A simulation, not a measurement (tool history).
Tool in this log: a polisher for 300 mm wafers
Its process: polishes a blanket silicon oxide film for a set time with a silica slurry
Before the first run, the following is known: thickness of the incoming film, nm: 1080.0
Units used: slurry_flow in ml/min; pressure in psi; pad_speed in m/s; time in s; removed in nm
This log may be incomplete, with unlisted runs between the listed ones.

run 1 day=0.000 | slurry_flow=125 pressure=5.2 pad_speed=1.36 slurry_solids=1.0 time=99 | removed=568.25
run 2 day=0.250 | slurry_flow=115 pressure=4.5 pad_speed=1.36 slurry_solids=1.0 time=99 | removed=485.57
run 3 day=0.358 | slurry_flow=115 pressure=4.0 pad_speed=1.36 slurry_solids=1.0 time=99 | removed=429.22
run 4 day=0.458 | slurry_flow=115 pressure=5.0 pad_speed=1.36 slurry_solids=1.0 time=99 | removed=535.96
run 5 day=0.662 | slurry_flow=115 pressure=4.1 pad_speed=1.36 slurry_solids=1.0 time=99 | removed=445.56
run 6 day=0.829 | slurry_flow=115 pressure=4.1 pad_speed=1.66 slurry_solids=1.0 time=99 | removed=496.23
run 7 day=0.971 | slurry_flow=105 pressure=3.7 pad_speed=1.66 slurry_solids=1.0 time=99 | removed=436.05
run 8 day=1.254 | slurry_flow=95 pressure=3.5 pad_speed=1.66 slurry_solids=1.0 time=99 | removed=402.79
run 9 day=1.600 | slurry_flow=75 pressure=3.0 pad_speed=1.66 slurry_solids=1.0 time=99 | removed=321.43
run 10 day=1.800 | slurry_flow=80 pressure=3.0 pad_speed=1.66 slurry_solids=1.0 time=99 | removed=329.30

Forecast run 11:
run 11 day=2.029 | slurry_flow=85 pressure=3.0 pad_speed=1.66 slurry_solids=1.0 time=99 | removed=?

removed: 338.61 nm

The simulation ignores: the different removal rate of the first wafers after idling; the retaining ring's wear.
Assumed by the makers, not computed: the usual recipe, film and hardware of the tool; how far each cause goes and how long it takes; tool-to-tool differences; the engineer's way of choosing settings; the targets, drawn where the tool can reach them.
